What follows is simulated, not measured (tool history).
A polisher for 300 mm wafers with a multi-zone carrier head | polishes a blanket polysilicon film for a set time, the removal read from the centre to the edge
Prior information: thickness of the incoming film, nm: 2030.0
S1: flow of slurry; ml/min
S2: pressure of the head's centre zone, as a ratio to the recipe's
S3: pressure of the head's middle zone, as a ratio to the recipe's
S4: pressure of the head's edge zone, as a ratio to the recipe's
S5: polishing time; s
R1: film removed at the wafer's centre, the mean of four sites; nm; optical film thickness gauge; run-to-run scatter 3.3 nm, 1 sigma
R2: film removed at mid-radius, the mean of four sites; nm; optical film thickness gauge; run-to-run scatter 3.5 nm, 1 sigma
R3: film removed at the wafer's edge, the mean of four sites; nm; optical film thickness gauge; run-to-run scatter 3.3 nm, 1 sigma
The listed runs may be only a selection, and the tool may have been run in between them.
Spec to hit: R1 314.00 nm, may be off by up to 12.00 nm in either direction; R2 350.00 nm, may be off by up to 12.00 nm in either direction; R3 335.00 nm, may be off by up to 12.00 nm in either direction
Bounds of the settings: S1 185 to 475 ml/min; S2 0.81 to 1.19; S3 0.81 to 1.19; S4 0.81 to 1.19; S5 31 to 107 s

run  hour   S1    S2    S3    S4  S5      R1      R2      R3
  1   0.0  305  1.00  1.00  1.00  69  407.72  433.00  415.25
  2   8.3  305  0.99  0.99  0.99  68  395.56  426.72  415.64
  3   9.6  305  0.99  0.99  0.98  66  391.90  408.90  388.15
  4  18.5  305  1.05  0.99  0.98  66  404.05  417.63  399.57
  5  22.2  305  0.99  0.99  0.98  66  383.07  412.21  394.70
  6  30.6  305  0.98  0.98  0.97  65  373.90  397.04  386.03
  7  31.1  305  0.97  0.98  0.96  65  364.51  406.28  391.94
     36.7  -- centre zone pressure recalibrated
  8  36.7  305  0.97  0.98  0.96  64  379.90  387.65  388.37
  9  45.7  305  0.97  0.98  0.96  64  381.34  395.52  381.91
 10  53.6  300  0.96  0.98  0.97  63  378.72  386.11  383.79

Which one of the following 5 next-run settings gets every result inside its allowed miss? There is exactly one.
  A  61.5  205  1.18  1.17  0.95  68   ?   ?   ?
  B  61.5  400  0.83  0.95  0.89  57   ?   ?   ?
  C  61.5  185  1.10  1.06  1.13  58   ?   ?   ?
  D  61.5  265  0.82  0.92  1.00  60   ?   ?   ?
  E  61.5  290  1.00  0.93  0.97  55   ?   ?   ?

move      R1      R2      R3
   A  454.88  466.80  382.04
   B  322.35  356.98  330.47
   C  360.29  360.06  350.53
   D  321.78  351.64  356.38
   E  342.96  328.40  324.49
A: lands further from the targets than the last run did
B: every result lands within tolerance
C: gains on the last run, yet a result remains outside its allowed miss
D: corrects the largest miss of the last run, while another result sits out of spec
E: gains on the last run, yet a result remains outside its allowed miss
B meets every target.
